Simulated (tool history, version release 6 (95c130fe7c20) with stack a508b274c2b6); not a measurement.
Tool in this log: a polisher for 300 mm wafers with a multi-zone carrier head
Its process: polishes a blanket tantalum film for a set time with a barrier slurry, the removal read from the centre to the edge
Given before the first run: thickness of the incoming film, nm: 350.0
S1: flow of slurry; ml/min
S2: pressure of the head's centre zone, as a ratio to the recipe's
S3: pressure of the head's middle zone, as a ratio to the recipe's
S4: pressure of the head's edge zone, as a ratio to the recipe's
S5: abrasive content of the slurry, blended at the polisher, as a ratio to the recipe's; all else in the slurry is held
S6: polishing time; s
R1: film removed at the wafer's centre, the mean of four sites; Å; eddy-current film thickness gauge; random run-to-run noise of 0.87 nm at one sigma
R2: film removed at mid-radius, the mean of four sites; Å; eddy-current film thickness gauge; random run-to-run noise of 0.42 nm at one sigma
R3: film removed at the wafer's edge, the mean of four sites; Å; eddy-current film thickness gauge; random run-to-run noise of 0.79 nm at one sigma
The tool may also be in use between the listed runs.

{"run": 1, "hour": 0.0, "S1": 260, "S2": 1, "S3": 1, "S4": 1, "S5": 1, "S6": 38, "R1": 720.85, "R2": 710.43, "R3": 703.79}
{"run": 2, "hour": 2.0, "S1": 260, "S2": 1.02, "S3": 0.99, "S4": 0.96, "S5": 0.9, "S6": 38, "R1": 705.35, "R2": 688.83, "R3": 675.04}
{"run": 3, "hour": 6.3, "S1": 260, "S2": 1.05, "S3": 0.98, "S4": 0.93, "S5": 0.8, "S6": 38, "R1": 700.28, "R2": 653.16, "R3": 646.06}
{"run": 4, "hour": 8.3, "S1": 260, "S2": 1.07, "S3": 0.98, "S4": 0.9, "S5": 0.75, "S6": 38, "R1": 685.17, "R2": 623.69, "R3": 614.02}
{"run": 5, "hour": 16.7, "S1": 230, "S2": 1.07, "S3": 0.98, "S4": 0.9, "S5": 0.75, "S6": 38, "R1": 681.58, "R2": 621.28, "R3": 613.19}
{"run": 6, "hour": 20.7, "S1": 230, "S2": 1.07, "S3": 0.98, "S4": 0.9, "S5": 0.8, "S6": 38, "R1": 695.28, "R2": 647.06, "R3": 615.14}
{"run": 7, "hour": 21.4, "S1": 225, "S2": 1.08, "S3": 0.96, "S4": 0.88, "S5": 0.8, "S6": 38, "R1": 701.3, "R2": 623.39, "R3": 604.36}

Forecast run 8:
{"run": 8, "hour": 28.1, "S1": 220, "S2": 1.08, "S3": 0.95, "S4": 0.86, "S5": 0.8, "S6": 38, "R1": "?", "R2": "?", "R3": "?"}

Run 8 produced R1 705.68 Å, R2 619.02 Å, R3 593.78 Å.
